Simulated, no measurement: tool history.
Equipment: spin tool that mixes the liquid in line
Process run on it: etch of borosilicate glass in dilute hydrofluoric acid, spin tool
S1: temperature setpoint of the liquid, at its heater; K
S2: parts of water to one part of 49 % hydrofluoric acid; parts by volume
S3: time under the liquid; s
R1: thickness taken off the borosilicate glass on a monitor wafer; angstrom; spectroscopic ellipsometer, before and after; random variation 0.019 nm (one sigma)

{"run": 1, "day": 0.0, "S1": 295.15, "S2": 145, "S3": 50, "R1": 69.261}
{"run": 2, "day": 0.038, "S1": 293.65, "S2": 175, "S3": 50, "R1": 53.194}
{"run": 3, "day": 0.262, "S1": 293.65, "S2": 135, "S3": 50, "R1": 72.061}
{"run": 4, "day": 0.362, "S1": 293.65, "S2": 135, "S3": 50, "R1": 71.176}
{"run": 5, "day": 0.421, "S1": 293.65, "S2": 95, "S3": 50, "R1": 107.07}
{"day": 0.579, "done": "thermometer replaced"}
{"run": 6, "day": 0.579, "S1": 293.65, "S2": 95, "S3": 55, "R1": 108.87}

For run 7, what comes out?
{"run": 7, "day": 0.908, "S1": 292.65, "S2": 145, "S3": 55, "R1": "?"}

{"run 7": {"R1": 65.442}}

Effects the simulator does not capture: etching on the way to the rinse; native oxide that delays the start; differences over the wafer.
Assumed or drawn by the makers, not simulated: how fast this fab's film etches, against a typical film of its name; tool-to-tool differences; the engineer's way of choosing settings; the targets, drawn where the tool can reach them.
